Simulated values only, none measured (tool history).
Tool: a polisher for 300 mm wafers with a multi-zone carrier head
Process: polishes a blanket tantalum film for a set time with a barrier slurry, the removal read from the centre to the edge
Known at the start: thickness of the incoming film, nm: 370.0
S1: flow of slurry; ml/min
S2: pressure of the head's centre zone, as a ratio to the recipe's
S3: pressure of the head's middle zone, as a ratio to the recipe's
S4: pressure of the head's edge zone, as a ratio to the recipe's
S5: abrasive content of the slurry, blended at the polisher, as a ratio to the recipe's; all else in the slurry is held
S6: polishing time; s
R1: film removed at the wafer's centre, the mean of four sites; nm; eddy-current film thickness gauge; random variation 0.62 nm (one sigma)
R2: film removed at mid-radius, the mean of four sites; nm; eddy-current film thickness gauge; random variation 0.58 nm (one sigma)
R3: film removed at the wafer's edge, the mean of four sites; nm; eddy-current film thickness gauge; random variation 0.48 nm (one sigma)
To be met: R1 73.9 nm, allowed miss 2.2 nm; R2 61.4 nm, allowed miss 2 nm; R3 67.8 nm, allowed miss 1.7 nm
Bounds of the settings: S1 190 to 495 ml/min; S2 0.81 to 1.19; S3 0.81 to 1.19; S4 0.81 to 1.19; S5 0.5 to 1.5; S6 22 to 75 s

Run 1, hour 0: S1 320 ml/min, S2 1, S3 1, S4 1, S5 1, S6 48 s. Result: R1 58.29 nm, R2 57.966 nm, R3 55.05 nm.
Run 2, hour 2: S1 370 ml/min, S2 1, S3 1, S4 1, S5 1, S6 48 s. Result: R1 58.01 nm, R2 58.432 nm, R3 55.83 nm.
Run 3, hour 3.3: S1 375 ml/min, S2 1.04, S3 0.98, S4 1.05, S5 1.1, S6 48 s. Result: R1 63.026 nm, R2 59.412 nm, R3 58.415 nm.
Run 4, hour 5: S1 380 ml/min, S2 1.05, S3 0.96, S4 1.09, S5 1.2, S6 48 s. Result: R1 65.419 nm, R2 59.435 nm, R3 61.684 nm.
Run 5, hour 10.4: S1 380 ml/min, S2 1.05, S3 0.99, S4 1.09, S5 1.2, S6 48 s. Result: R1 65.935 nm, R2 60.935 nm, R3 61.609 nm.
Run 6, hour 17.5: S1 450 ml/min, S2 1.05, S3 0.99, S4 1.09, S5 1.2, S6 48 s. Result: R1 65.897 nm, R2 62.999 nm, R3 62.391 nm.
Run 7, hour 19.7: S1 445 ml/min, S2 1.07, S3 0.97, S4 1.11, S5 1.25, S6 48 s. Result: R1 68.566 nm, R2 61.78 nm, R3 62.982 nm.
Run 8, hour 22.2: S1 440 ml/min, S2 1.08, S3 0.96, S4 1.13, S5 1.3, S6 48 s. Result: R1 69.348 nm, R2 62.135 nm, R3 64.621 nm.
Run 9, hour 23.3: S1 435 ml/min, S2 1.09, S3 0.95, S4 1.14, S5 1.35, S6 48 s. Result: R1 71.293 nm, R2 63.023 nm, R3 65.264 nm.
Run 10, hour 31.8: S1 435 ml/min, S2 1.09, S3 0.93, S4 1.15, S5 1.35, S6 48 s. Result: R1 70.63 nm, R2 61.593 nm, R3 65.651 nm.
Run 11, hour 39.3: S1 435 ml/min, S2 1.1, S3 0.92, S4 1.16, S5 1.35, S6 48 s. Result: R1 72.085 nm, R2 60.354 nm, R3 66.084 nm.
Run 12, hour 46: S1 435 ml/min, S2 1.1, S3 0.92, S4 1.17, S5 1.35, S6 48 s. Result: R1 71.728 nm, R2 61.354 nm, R3 67.005 nm.

5 next moves are on the table. One of them brings every result within its allowed miss. Which?
Run A, hour 52.7: S1 440 ml/min, S2 1.03, S3 0.91, S4 1.19, S5 1.2, S6 50 s. Result: R1 ?, R2 ?, R3 ?.
Run B, hour 52.7: S1 395 ml/min, S2 1.05, S3 1, S4 1.17, S5 1.4, S6 47 s. Result: R1 ?, R2 ?, R3 ?.
Run C, hour 52.7: S1 440 ml/min, S2 1.06, S3 0.96, S4 1.06, S5 1.4, S6 49 s. Result: R1 ?, R2 ?, R3 ?.
Run D, hour 52.7: S1 340 ml/min, S2 1.09, S3 0.88, S4 1.09, S5 1.05, S6 55 s. Result: R1 ?, R2 ?, R3 ?.
Run E, hour 52.7: S1 350 ml/min, S2 1.09, S3 0.96, S4 1.18, S5 1.2, S6 49 s. Result: R1 ?, R2 ?, R3 ?.

move      R1      R2      R3
   A  66.826   60.51  67.428
   B  66.212  63.504      65
   C  70.284  64.549  64.876
   D  72.914  60.831   66.92
   E  67.989    60.8  64.833
A: further off than the last run
B: further off than the last run
C: further off than the last run
D: meets every target
E: further off than the last run
Move D is the one to make.
